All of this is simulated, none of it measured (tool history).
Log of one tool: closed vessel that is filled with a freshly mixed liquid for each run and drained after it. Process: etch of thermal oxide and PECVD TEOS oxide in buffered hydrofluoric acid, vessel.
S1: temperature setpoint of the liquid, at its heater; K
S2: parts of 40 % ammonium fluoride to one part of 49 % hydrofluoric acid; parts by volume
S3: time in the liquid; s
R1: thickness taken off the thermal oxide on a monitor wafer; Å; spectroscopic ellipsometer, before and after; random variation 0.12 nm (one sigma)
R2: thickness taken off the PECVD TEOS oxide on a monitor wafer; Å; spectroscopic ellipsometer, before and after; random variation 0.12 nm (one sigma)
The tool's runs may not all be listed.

{"run": 1, "hour": 0.0, "S1": 298.15, "S2": 12.0, "S3": 60, "R1": 588.2, "R2": 670.85}
{"run": 2, "hour": 8.9, "S1": 298.15, "S2": 10.0, "S3": 60, "R1": 706.82, "R2": 798.41}
{"run": 3, "hour": 15.2, "S1": 298.15, "S2": 12.0, "S3": 60, "R1": 587.03, "R2": 663.5}
{"run": 4, "hour": 18.6, "S1": 296.15, "S2": 12.0, "S3": 60, "R1": 529.64, "R2": 596.77}
{"run": 5, "hour": 25.6, "S1": 296.15, "S2": 15.5, "S3": 60, "R1": 411.64, "R2": 467.6}
{"run": 6, "hour": 30.3, "S1": 296.15, "S2": 13.5, "S3": 60, "R1": 472.31, "R2": 535.67}
{"run": 7, "hour": 38.7, "S1": 295.15, "S2": 13.5, "S3": 60, "R1": 447.29, "R2": 503.82}

The next listed run, before its measurement:
{"run": 8, "hour": 41.8, "S1": 294.65, "S2": 13.5, "S3": 60, "R1": "?", "R2": "?"}

R1: 430.75 Å
R2: 489.09 Å
